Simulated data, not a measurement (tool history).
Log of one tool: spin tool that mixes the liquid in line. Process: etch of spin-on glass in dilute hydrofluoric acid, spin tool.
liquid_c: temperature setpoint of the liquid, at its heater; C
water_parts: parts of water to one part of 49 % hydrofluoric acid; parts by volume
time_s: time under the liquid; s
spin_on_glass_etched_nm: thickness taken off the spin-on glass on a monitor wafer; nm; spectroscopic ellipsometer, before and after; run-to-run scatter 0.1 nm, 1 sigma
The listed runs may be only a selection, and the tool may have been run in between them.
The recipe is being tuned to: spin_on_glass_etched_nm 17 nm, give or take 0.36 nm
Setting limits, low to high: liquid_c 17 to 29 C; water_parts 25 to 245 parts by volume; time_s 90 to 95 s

run 1 day=0 | liquid_c=21 water_parts=135 time_s=90 | spin_on_glass_etched_nm=24.069
run 2 day=0.346 | liquid_c=24 water_parts=135 time_s=90 | spin_on_glass_etched_nm=27.274
run 3 day=0.45 | liquid_c=23 water_parts=140 time_s=90 | spin_on_glass_etched_nm=24.96
run 4 day=0.738 | liquid_c=24.5 water_parts=140 time_s=90 | spin_on_glass_etched_nm=26.865
run 5 day=0.938 | liquid_c=23.5 water_parts=140 time_s=90 | spin_on_glass_etched_nm=25.687
run 6 day=1.242 | liquid_c=23.5 water_parts=140 time_s=95 | spin_on_glass_etched_nm=27.018
-- day=1.346 hydrofluoric acid flow meter replaced
run 7 day=1.346 | liquid_c=23 water_parts=145 time_s=95 | spin_on_glass_etched_nm=23.179
run 8 day=1.575 | liquid_c=22.5 water_parts=145 time_s=95 | spin_on_glass_etched_nm=22.732
run 9 day=1.775 | liquid_c=18.5 water_parts=155 time_s=95 | spin_on_glass_etched_nm=17.926
run 10 day=2.133 | liquid_c=18 water_parts=155 time_s=95 | spin_on_glass_etched_nm=17.408

5 next moves are on the table. One of them brings every result within its allowed miss. Which?
run A day=2.492 | liquid_c=20 water_parts=155 time_s=90 | spin_on_glass_etched_nm=?
run B day=2.492 | liquid_c=21 water_parts=160 time_s=90 | spin_on_glass_etched_nm=?
run C day=2.492 | liquid_c=17.5 water_parts=165 time_s=95 | spin_on_glass_etched_nm=?
run D day=2.492 | liquid_c=17 water_parts=155 time_s=95 | spin_on_glass_etched_nm=?
run E day=2.492 | liquid_c=18.5 water_parts=160 time_s=90 | spin_on_glass_etched_nm=?

move=A spin_on_glass_etched_nm=18.045
move=B spin_on_glass_etched_nm=18.089
move=C spin_on_glass_etched_nm=16.027
move=D spin_on_glass_etched_nm=16.879
move=E spin_on_glass_etched_nm=16.382
A: lands further from the targets than the last run did
B: lands further from the targets than the last run did
C: takes the result that was furthest off past its target
D: each result inside its tolerance
E: takes the result that was furthest off past its target
D is the move that brings every result within its allowed miss.
